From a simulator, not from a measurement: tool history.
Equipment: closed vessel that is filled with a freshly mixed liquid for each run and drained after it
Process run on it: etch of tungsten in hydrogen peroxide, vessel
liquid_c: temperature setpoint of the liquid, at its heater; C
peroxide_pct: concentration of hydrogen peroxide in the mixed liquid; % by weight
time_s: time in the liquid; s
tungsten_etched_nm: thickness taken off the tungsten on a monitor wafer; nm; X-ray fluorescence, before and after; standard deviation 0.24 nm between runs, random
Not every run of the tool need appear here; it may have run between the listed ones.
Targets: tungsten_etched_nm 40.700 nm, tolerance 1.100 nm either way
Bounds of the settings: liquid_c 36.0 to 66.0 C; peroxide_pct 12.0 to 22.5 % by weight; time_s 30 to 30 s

{"run": 1, "hour": 0.0, "liquid_c": 52.0, "peroxide_pct": 15.5, "time_s": 30, "tungsten_etched_nm": 54.434}
{"run": 2, "hour": 5.2, "liquid_c": 54.5, "peroxide_pct": 15.5, "time_s": 30, "tungsten_etched_nm": 63.666}
{"run": 3, "hour": 6.2, "liquid_c": 52.0, "peroxide_pct": 15.5, "time_s": 30, "tungsten_etched_nm": 53.763}
{"run": 4, "hour": 11.4, "liquid_c": 50.5, "peroxide_pct": 15.5, "time_s": 30, "tungsten_etched_nm": 48.841}
{"run": 5, "hour": 19.7, "liquid_c": 50.5, "peroxide_pct": 17.5, "time_s": 30, "tungsten_etched_nm": 52.546}
{"run": 6, "hour": 28.7, "liquid_c": 50.5, "peroxide_pct": 15.5, "time_s": 30, "tungsten_etched_nm": 49.556}
{"run": 7, "hour": 37.5, "liquid_c": 49.5, "peroxide_pct": 15.5, "time_s": 30, "tungsten_etched_nm": 46.049}
{"run": 8, "hour": 43.0, "liquid_c": 49.0, "peroxide_pct": 15.5, "time_s": 30, "tungsten_etched_nm": 44.627}
{"run": 9, "hour": 47.5, "liquid_c": 48.5, "peroxide_pct": 15.5, "time_s": 30, "tungsten_etched_nm": 43.877}
{"run": 10, "hour": 55.6, "liquid_c": 48.0, "peroxide_pct": 15.5, "time_s": 30, "tungsten_etched_nm": 42.454}

Which of these 5 next moves meets every target?
{"run": "A", "hour": 63.7, "liquid_c": 46.5, "peroxide_pct": 17.5, "time_s": 30, "tungsten_etched_nm": "?"}
{"run": "B", "hour": 63.7, "liquid_c": 46.5, "peroxide_pct": 15.0, "time_s": 30, "tungsten_etched_nm": "?"}
{"run": "C", "hour": 63.7, "liquid_c": 47.0, "peroxide_pct": 19.0, "time_s": 30, "tungsten_etched_nm": "?"}
{"run": "D", "hour": 63.7, "liquid_c": 49.5, "peroxide_pct": 14.5, "time_s": 30, "tungsten_etched_nm": "?"}
{"run": "E", "hour": 63.7, "liquid_c": 47.5, "peroxide_pct": 17.5, "time_s": 30, "tungsten_etched_nm": "?"}

move=A tungsten_etched_nm=41.243
move=B tungsten_etched_nm=38.184
move=C tungsten_etched_nm=44.336
move=D tungsten_etched_nm=45.201
move=E tungsten_etched_nm=43.893
A: in spec on every target
B: takes the result that was furthest off past its target
C: misses by more than the last run did
D: misses by more than the last run did
E: misses by more than the last run did
Answer: A

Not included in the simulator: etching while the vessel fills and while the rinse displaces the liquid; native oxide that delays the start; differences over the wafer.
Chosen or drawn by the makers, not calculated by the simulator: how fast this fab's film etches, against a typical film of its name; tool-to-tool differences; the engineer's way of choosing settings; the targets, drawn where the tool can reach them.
